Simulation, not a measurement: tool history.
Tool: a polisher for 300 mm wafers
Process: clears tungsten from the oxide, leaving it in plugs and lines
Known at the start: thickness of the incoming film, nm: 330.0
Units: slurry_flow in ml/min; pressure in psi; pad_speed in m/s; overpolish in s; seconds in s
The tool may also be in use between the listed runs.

Run 1, hour 0.0: slurry_flow 300 ml/min, pressure 2.4 psi, pad_speed 1.06 m/s, slurry_solids 1.0, overpolish 7 s. Result: seconds 115.760 s.
Run 2, hour 8.5: slurry_flow 230 ml/min, pressure 2.4 psi, pad_speed 1.06 m/s, slurry_solids 1.0, overpolish 7 s. Result: seconds 116.200 s.
Run 3, hour 13.7: slurry_flow 230 ml/min, pressure 2.9 psi, pad_speed 1.06 m/s, slurry_solids 1.0, overpolish 7 s. Result: seconds 98.291 s.
Run 4, hour 18.1: slurry_flow 230 ml/min, pressure 2.9 psi, pad_speed 1.20 m/s, slurry_solids 1.0, overpolish 7 s. Result: seconds 90.005 s.
Run 5, hour 21.8: slurry_flow 230 ml/min, pressure 2.9 psi, pad_speed 1.20 m/s, slurry_solids 1.0, overpolish 7 s. Result: seconds 88.412 s.
Run 6, hour 25.2: slurry_flow 230 ml/min, pressure 2.9 psi, pad_speed 1.02 m/s, slurry_solids 1.0, overpolish 7 s. Result: seconds 100.700 s.
Run 7, hour 25.9: slurry_flow 230 ml/min, pressure 2.5 psi, pad_speed 1.00 m/s, slurry_solids 1.0, overpolish 7 s. Result: seconds 120.460 s.

Forecast run 8:
Run 8, hour 28.5: slurry_flow 230 ml/min, pressure 2.3 psi, pad_speed 1.00 m/s, slurry_solids 1.0, overpolish 7 s. Result: seconds ?.

Run 8 gave seconds 129.940 s.
